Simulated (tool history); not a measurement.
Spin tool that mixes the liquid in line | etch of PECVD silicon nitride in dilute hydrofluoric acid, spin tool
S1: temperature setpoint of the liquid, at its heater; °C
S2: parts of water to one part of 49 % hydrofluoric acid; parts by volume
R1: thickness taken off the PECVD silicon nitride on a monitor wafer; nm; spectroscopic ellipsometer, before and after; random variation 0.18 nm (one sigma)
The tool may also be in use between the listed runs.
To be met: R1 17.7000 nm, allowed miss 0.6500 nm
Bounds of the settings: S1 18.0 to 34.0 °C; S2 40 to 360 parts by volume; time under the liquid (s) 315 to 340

run 1 hour=0.0 | S1=26.0 S2=200 time_under_the_liquid_(s)=315 | R1=4.9748
run 2 hour=3.3 | S1=24.0 S2=200 time_under_the_liquid_(s)=315 | R1=4.2656
run 3 hour=7.1 | S1=24.0 S2=150 time_under_the_liquid_(s)=315 | R1=5.6988
run 4 hour=9.1 | S1=27.0 S2=120 time_under_the_liquid_(s)=315 | R1=8.6319
run 5 hour=14.8 | S1=29.0 S2=110 time_under_the_liquid_(s)=315 | R1=10.8530
run 6 hour=17.9 | S1=30.5 S2=105 time_under_the_liquid_(s)=315 | R1=12.2060
run 7 hour=20.4 | S1=30.5 S2=105 time_under_the_liquid_(s)=315 | R1=12.4800
run 8 hour=20.9 | S1=31.5 S2=100 time_under_the_liquid_(s)=315 | R1=13.7570
run 9 hour=28.9 | S1=32.5 S2=95 time_under_the_liquid_(s)=315 | R1=15.6470
run 10 hour=37.8 | S1=33.0 S2=95 time_under_the_liquid_(s)=315 | R1=15.7910
run 11 hour=43.0 | S1=33.5 S2=95 time_under_the_liquid_(s)=315 | R1=16.4120
run 12 hour=47.9 | S1=33.5 S2=95 time_under_the_liquid_(s)=315 | R1=16.4270

Which of these 5 next moves meets every target?
run A hour=52.8 | S1=34.0 S2=115 time_under_the_liquid_(s)=325 | R1=?
run B hour=52.8 | S1=31.0 S2=85 time_under_the_liquid_(s)=330 | R1=?
run C hour=52.8 | S1=33.0 S2=95 time_under_the_liquid_(s)=315 | R1=?
run D hour=52.8 | S1=30.5 S2=85 time_under_the_liquid_(s)=335 | R1=?
run E hour=52.8 | S1=33.0 S2=90 time_under_the_liquid_(s)=325 | R1=?

move=A R1=14.5830
move=B R1=16.7290
move=C R1=16.1590
move=D R1=16.4570
move=E R1=17.6110
A: further off than the last run
B: nearer than the last run, and not there yet
C: further off than the last run
D: as far off as the last run
E: meets every target
Answer: E
